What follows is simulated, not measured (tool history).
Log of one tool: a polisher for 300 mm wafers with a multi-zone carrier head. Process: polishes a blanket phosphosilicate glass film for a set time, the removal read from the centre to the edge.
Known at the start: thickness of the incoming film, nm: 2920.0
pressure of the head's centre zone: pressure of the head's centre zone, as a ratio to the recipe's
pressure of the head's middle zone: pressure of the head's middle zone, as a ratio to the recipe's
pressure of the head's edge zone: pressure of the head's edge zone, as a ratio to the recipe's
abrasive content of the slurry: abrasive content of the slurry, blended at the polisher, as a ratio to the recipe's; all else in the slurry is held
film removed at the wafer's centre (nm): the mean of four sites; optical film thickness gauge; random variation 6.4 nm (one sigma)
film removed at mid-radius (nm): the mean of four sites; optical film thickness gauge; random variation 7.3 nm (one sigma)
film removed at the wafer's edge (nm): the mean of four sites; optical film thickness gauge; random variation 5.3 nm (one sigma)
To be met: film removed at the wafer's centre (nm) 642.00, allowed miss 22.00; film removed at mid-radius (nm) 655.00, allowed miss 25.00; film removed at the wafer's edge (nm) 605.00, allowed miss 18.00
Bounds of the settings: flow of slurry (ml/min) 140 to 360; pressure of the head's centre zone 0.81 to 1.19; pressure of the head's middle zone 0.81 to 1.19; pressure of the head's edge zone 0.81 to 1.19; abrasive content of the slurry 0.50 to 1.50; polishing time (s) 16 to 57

run,hour,flow of slurry (ml/min),pressure of the head's centre zone,pressure of the head's middle zone,pressure of the head's edge zone,abrasive content of the slurry,polishing time (s),film removed at the wafer's centre (nm),film removed at mid-radius (nm),film removed at the wafer's edge (nm)
1,0.0,230,1.00,1.00,1.00,1.00,36,400.26,403.06,402.24
2,8.0,245,1.04,1.05,1.04,1.15,37,464.56,477.91,463.63
3,14.8,295,1.04,1.05,1.04,1.15,37,471.60,483.99,471.60
4,20.6,295,1.04,1.05,1.04,1.15,42,538.33,551.96,532.96
5,28.5,295,1.08,1.08,1.07,1.20,42,569.69,571.13,554.36
6,34.5,300,1.10,1.11,1.08,1.25,42,606.32,607.39,570.53
7,38.6,300,1.11,1.13,1.10,1.25,42,600.44,617.48,570.60
8,42.1,305,1.12,1.14,1.11,1.30,42,623.11,630.39,584.43

Which of these 4 next moves meets every target?
A,45.6,295,1.10,1.12,1.06,1.50,42,?,?,?
B,45.6,350,1.18,1.09,1.09,1.35,39,?,?,?
C,45.6,305,1.11,1.19,1.11,1.15,44,?,?,?
D,45.6,360,1.14,1.15,0.96,1.25,44,?,?,?

move,film removed at the wafer's centre (nm),film removed at mid-radius (nm),film removed at the wafer's edge (nm)
A,653.67,663.91,600.81
B,634.19,585.22,548.09
C,614.37,650.88,571.19
D,668.95,669.01,561.42
A: meets every target
B: further off than the last run
C: further off than the last run
D: further off than the last run
Answer: A

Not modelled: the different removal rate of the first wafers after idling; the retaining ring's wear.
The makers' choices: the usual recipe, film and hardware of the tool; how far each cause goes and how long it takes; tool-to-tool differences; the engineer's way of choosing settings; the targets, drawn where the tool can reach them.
